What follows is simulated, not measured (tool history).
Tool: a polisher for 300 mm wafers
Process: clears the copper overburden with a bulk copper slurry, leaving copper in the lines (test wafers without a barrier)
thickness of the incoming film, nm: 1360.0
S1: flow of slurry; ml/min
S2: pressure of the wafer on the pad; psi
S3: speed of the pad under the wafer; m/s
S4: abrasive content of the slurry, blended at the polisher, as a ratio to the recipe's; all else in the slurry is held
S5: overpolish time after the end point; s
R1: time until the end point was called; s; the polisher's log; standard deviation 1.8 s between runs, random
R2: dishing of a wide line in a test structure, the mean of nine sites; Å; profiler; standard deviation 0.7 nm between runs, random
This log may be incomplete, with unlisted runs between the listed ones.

| run | hour | S1 | S2 | S3 | S4 | S5 | R1 | R2 |
|---|---|---|---|---|---|---|---|---|
| 1 | 0 | 145 | 2.4 | 1.08 | 1 | 21 | 163 | 459.93 |
| 2 | 0.7 | 145 | 2.5 | 1.1 | 1 | 20 | 163.23 | 460.64 |
| 3 | 3.1 | 145 | 2.5 | 1.1 | 1 | 25 | 160.39 | 470.2 |
| 4 | 5.2 | 145 | 2.5 | 1.3 | 1 | 25 | 131.27 | 483.88 |
| 5 | 8.5 | 115 | 2.5 | 1.3 | 1 | 25 | 141.24 | 498.84 |
|  | 9.4 | slurry nozzle cleaned |
| 6 | 9.4 | 90 | 2.5 | 1.3 | 1 | 25 | 139.11 | 475.9 |
| 7 | 15.9 | 90 | 2.6 | 1.3 | 1 | 24 | 132.33 | 477.84 |
| 8 | 20.8 | 90 | 2.7 | 1.3 | 1 | 24 | 126.24 | 492.74 |
| 9 | 22.7 | 90 | 2.8 | 1.3 | 1 | 23 | 119.05 | 484.3 |

What does the tool deliver on the next run?
| 10 | 31.6 | 90 | 3 | 1.32 | 1 | 23 | ? | ? |

R1: 114.06 s
R2: 499.38 Å
